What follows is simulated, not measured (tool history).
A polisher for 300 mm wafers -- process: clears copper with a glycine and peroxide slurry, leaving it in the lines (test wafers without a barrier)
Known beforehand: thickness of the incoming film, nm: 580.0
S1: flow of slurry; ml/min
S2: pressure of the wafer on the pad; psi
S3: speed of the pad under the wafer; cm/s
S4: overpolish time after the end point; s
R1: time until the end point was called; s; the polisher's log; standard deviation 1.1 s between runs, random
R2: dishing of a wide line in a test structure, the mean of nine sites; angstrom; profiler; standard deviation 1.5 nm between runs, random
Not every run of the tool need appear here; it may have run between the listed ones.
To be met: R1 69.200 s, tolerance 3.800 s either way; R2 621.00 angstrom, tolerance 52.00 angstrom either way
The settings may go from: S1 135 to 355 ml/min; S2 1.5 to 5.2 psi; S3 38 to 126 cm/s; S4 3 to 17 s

run  hour   S1   S2  S3  S4       R1      R2
  1   0.0  225  3.3  82   9  100.110  351.85
  2   5.8  225  3.3  70   9  110.900  302.34
  3   9.7  225  3.6  72   9  103.100  354.06
  4  16.5  225  3.9  74   9   93.744  380.13
  5  23.7  245  3.9  74   9   94.674  368.16
  6  29.7  245  4.1  76   9   86.070  401.48
  7  31.6  245  4.2  76   9   85.851  405.62
  8  36.9  245  4.3  78   9   81.821  408.48

Of the 4 settings listed for the next run, only one would bring every result within its allowed miss of target. Which one?
  A  42.2  180  5.0  84  12   ?   ?
  B  42.2  185  4.7  92  16   ?   ?
  C  42.2  235  5.0  72  10   ?   ?
  D  42.2  240  4.8  70  12   ?   ?

move      R1      R2
   A  68.689  630.73
   B  67.772  802.89
   C  75.065  500.23
   D  79.124  559.56
A: every result lands within tolerance
B: moves the result that the last run missed by most past its target, out the other side
C: gains on the last run, yet a result remains outside its allowed miss
D: gains on the last run, yet a result remains outside its allowed miss
So the answer is move A, the one that meets all the targets.

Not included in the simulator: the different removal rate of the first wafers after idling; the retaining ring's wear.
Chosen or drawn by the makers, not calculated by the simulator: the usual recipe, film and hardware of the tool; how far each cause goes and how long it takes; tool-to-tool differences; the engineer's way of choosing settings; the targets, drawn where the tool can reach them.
